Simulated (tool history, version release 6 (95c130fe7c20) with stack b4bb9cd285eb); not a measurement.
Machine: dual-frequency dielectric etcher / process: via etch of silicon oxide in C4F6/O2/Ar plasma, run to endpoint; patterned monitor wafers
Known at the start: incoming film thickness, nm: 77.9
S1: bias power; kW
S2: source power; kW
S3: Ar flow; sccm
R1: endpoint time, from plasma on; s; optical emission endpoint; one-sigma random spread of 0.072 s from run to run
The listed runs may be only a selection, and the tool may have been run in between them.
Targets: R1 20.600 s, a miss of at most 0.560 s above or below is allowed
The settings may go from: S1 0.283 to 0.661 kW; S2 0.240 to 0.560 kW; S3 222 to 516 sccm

run	hour	S1	S2	S3	R1
1	0.0	0.472	0.400	369	17.506
2	2.6	0.516	0.400	369	17.199
3	3.4	0.491	0.380	375	17.818
4	10.8	0.564	0.380	375	17.096
5	17.7	0.639	0.380	375	16.355
6	20.0	0.661	0.380	375	16.194
7	22.1	0.622	0.360	381	16.953
8	26.3	0.588	0.340	384	17.515
9	30.9	0.559	0.320	388	18.276
10	36.4	0.538	0.310	390	18.684
11	40.0	0.521	0.300	392	19.330
12	43.5	0.510	0.300	393	19.294
13	51.6	0.499	0.290	394	19.626
14	54.0	0.491	0.290	395	19.835

Pick the move, out of 5, that brings all results within their allowed miss; only one does.
A	56.4	0.392	0.260	379	?
B	56.4	0.515	0.290	343	?
C	56.4	0.513	0.320	371	?
D	56.4	0.449	0.280	398	?
E	56.4	0.459	0.240	392	?

move	R1
A	21.895
B	19.211
C	18.690
D	20.596
E	21.662
A: carries the result that was furthest off beyond its target, to the other side
B: the biggest miss grows against the last run
C: the biggest miss grows against the last run
D: meets every target
E: carries the result that was furthest off beyond its target, to the other side
Correct choice: D, which meets every target
